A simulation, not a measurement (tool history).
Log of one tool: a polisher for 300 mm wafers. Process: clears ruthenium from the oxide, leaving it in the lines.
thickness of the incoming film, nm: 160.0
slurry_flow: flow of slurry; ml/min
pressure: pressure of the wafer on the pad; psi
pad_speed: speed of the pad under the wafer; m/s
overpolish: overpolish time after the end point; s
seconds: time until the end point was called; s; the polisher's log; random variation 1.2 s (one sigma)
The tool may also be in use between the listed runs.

Run 1, day 0.000: slurry_flow 255 ml/min, pressure 1.9 psi, pad_speed 1.24 m/s, overpolish 7 s. Result: seconds 110.240 s.
Run 2, day 0.150: slurry_flow 255 ml/min, pressure 1.8 psi, pad_speed 1.24 m/s, overpolish 7 s. Result: seconds 113.310 s.
Run 3, day 0.496: slurry_flow 255 ml/min, pressure 2.1 psi, pad_speed 1.24 m/s, overpolish 7 s. Result: seconds 96.965 s.
Run 4, day 0.692: slurry_flow 255 ml/min, pressure 1.9 psi, pad_speed 1.24 m/s, overpolish 7 s. Result: seconds 109.880 s.
Run 5, day 0.750: slurry_flow 280 ml/min, pressure 1.9 psi, pad_speed 1.24 m/s, overpolish 7 s. Result: seconds 110.230 s.
Run 6, day 1.008: slurry_flow 280 ml/min, pressure 1.8 psi, pad_speed 1.24 m/s, overpolish 7 s. Result: seconds 113.460 s.

Forecast run 7:
At day 1.154: head pressure recalibrated.
Run 7, day 1.154: slurry_flow 280 ml/min, pressure 1.7 psi, pad_speed 1.24 m/s, overpolish 7 s. Result: seconds ?.

seconds: 127.490 s
